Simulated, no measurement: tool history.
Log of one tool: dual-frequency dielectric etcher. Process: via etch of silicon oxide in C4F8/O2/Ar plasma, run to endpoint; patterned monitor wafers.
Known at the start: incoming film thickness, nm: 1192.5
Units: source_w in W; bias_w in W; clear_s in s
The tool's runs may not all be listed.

run	hour	source_w	bias_w	clear_s
1	0	2300	2331	206.78
2	3	2450	2360	199.1
3	10.6	2080	2360	213.97
4	15.3	2350	2360	203.79
5	18	2470	2381	199.47
6	23	2120	2381	213.59
7	26.1	2290	2412	204.54

The next listed run, before its measurement:
8	32.1	2410	2432	?

Run 8 gave clear_s 200.55 s.
